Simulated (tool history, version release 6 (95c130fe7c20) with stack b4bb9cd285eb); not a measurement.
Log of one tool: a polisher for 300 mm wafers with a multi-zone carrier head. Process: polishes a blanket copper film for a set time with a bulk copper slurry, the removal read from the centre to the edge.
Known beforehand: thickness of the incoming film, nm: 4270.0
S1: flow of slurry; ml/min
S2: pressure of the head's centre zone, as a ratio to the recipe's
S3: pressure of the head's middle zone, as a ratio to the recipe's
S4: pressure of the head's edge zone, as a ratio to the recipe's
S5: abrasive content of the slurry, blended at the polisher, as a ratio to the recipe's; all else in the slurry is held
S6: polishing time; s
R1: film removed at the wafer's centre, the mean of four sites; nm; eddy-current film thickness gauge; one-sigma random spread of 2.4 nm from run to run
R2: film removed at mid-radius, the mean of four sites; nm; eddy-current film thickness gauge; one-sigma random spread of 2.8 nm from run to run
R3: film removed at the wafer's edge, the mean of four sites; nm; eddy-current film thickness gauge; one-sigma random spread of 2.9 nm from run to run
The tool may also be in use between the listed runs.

run 1 day=0.000 | S1=140 S2=1.00 S3=1.00 S4=1.00 S5=1.0 S6=64 | R1=346.72 R2=353.74 R3=366.85
run 2 day=0.238 | S1=140 S2=1.00 S3=1.00 S4=1.00 S5=1.0 S6=55 | R1=299.57 R2=304.78 R3=319.82
run 3 day=0.292 | S1=145 S2=1.01 S3=1.00 S4=1.00 S5=1.0 S6=55 | R1=305.14 R2=305.50 R3=316.42
run 4 day=0.621 | S1=145 S2=1.01 S3=1.00 S4=1.00 S5=1.2 S6=55 | R1=317.99 R2=320.03 R3=329.05
run 5 day=0.904 | S1=145 S2=1.01 S3=1.00 S4=0.92 S5=1.2 S6=55 | R1=315.43 R2=321.69 R3=319.94
run 6 day=1.067 | S1=150 S2=1.02 S3=0.99 S4=0.93 S5=1.2 S6=55 | R1=325.58 R2=318.72 R3=323.80

Estimate the outcome of run 7 from the log above:
-- day=1.267 slurry nozzle cleaned
run 7 day=1.267 | S1=155 S2=1.02 S3=0.99 S4=0.93 S5=1.2 S6=55 | R1=? R2=? R3=?

Logged for run 7: R1 351.86 nm, R2 346.20 nm, R3 340.57 nm.

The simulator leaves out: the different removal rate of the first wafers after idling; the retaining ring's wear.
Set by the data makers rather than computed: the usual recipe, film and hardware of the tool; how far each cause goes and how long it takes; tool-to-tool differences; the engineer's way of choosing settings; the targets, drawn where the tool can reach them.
